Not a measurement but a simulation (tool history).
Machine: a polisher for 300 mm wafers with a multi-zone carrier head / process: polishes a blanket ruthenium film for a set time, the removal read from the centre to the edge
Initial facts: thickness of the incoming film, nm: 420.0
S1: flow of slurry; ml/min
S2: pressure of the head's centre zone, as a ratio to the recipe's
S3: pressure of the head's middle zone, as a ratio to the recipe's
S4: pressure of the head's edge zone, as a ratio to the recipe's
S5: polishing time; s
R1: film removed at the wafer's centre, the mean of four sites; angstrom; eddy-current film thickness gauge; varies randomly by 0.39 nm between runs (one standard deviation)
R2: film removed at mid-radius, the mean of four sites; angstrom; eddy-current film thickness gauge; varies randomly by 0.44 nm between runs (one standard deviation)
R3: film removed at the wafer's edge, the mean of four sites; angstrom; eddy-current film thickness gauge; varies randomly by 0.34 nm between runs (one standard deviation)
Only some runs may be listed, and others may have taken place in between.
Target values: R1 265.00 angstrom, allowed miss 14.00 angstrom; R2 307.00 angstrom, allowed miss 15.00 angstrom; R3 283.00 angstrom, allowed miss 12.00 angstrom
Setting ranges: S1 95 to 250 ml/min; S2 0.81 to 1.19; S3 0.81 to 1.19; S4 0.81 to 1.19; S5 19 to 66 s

Run 1, hour 0.0: S1 160 ml/min, S2 1.00, S3 1.00, S4 1.00, S5 42 s. Result: R1 512.79 angstrom, R2 520.98 angstrom, R3 521.32 angstrom.
Run 2, hour 5.8: S1 155 ml/min, S2 0.98, S3 1.01, S4 0.98, S5 38 s. Result: R1 438.78 angstrom, R2 472.84 angstrom, R3 451.64 angstrom.
Run 3, hour 7.6: S1 155 ml/min, S2 0.98, S3 1.01, S4 0.98, S5 49 s. Result: R1 581.20 angstrom, R2 597.05 angstrom, R3 587.19 angstrom.
Run 4, hour 8.3: S1 150 ml/min, S2 0.97, S3 1.00, S4 0.96, S5 45 s. Result: R1 528.16 angstrom, R2 551.53 angstrom, R3 521.37 angstrom.
Run 5, hour 11.3: S1 150 ml/min, S2 0.97, S3 1.00, S4 0.96, S5 51 s. Result: R1 578.05 angstrom, R2 625.30 angstrom, R3 597.35 angstrom.
Run 6, hour 17.4: S1 150 ml/min, S2 0.97, S3 1.00, S4 0.96, S5 58 s. Result: R1 679.12 angstrom, R2 695.96 angstrom, R3 684.50 angstrom.
Run 7, hour 20.5: S1 105 ml/min, S2 0.99, S3 0.90, S4 0.86, S5 46 s. Result: R1 500.72 angstrom, R2 462.98 angstrom, R3 490.04 angstrom.
Run 8, hour 26.9: S1 110 ml/min, S2 0.89, S3 1.00, S4 0.82, S5 34 s. Result: R1 339.86 angstrom, R2 375.65 angstrom, R3 359.75 angstrom.
Run 9, hour 30.5: S1 110 ml/min, S2 0.89, S3 1.00, S4 0.82, S5 34 s. Result: R1 334.16 angstrom, R2 385.15 angstrom, R3 356.95 angstrom.
Run 10, hour 35.2: S1 110 ml/min, S2 0.89, S3 1.00, S4 0.82, S5 32 s. Result: R1 317.05 angstrom, R2 369.26 angstrom, R3 328.55 angstrom.
Run 11, hour 41.2: S1 110 ml/min, S2 0.89, S3 1.00, S4 0.82, S5 32 s. Result: R1 321.65 angstrom, R2 362.94 angstrom, R3 339.29 angstrom.
Run 12, hour 44.4: S1 110 ml/min, S2 0.87, S3 1.01, S4 0.82, S5 23 s. Result: R1 215.78 angstrom, R2 257.17 angstrom, R3 239.08 angstrom.
Run 13, hour 49.6: S1 115 ml/min, S2 0.88, S3 1.01, S4 0.83, S5 24 s. Result: R1 236.01 angstrom, R2 276.82 angstrom, R3 254.59 angstrom.

Consider the 4 candidate settings below. Which is the only one whose results all fall within their allowed miss of target?
Run A, hour 54.8: S1 95 ml/min, S2 0.90, S3 1.02, S4 0.81, S5 28 s. Result: R1 ?, R2 ?, R3 ?.
Run B, hour 54.8: S1 115 ml/min, S2 0.82, S3 1.09, S4 0.83, S5 25 s. Result: R1 ?, R2 ?, R3 ?.
Run C, hour 54.8: S1 140 ml/min, S2 0.81, S3 1.07, S4 0.82, S5 24 s. Result: R1 ?, R2 ?, R3 ?.
Run D, hour 54.8: S1 95 ml/min, S2 0.81, S3 1.06, S4 0.88, S5 27 s. Result: R1 ?, R2 ?, R3 ?.

move      R1      R2      R3
   A  261.12  310.80  283.74
   B  225.79  309.80  265.26
   C  225.39  306.29  261.55
   D  226.46  309.77  283.74
A: all results land within tolerance of their targets
B: lands further from the targets than the last run did
C: lands further from the targets than the last run did
D: brings the last run's worst result on target, with another outside its allowed miss
The right move is A.
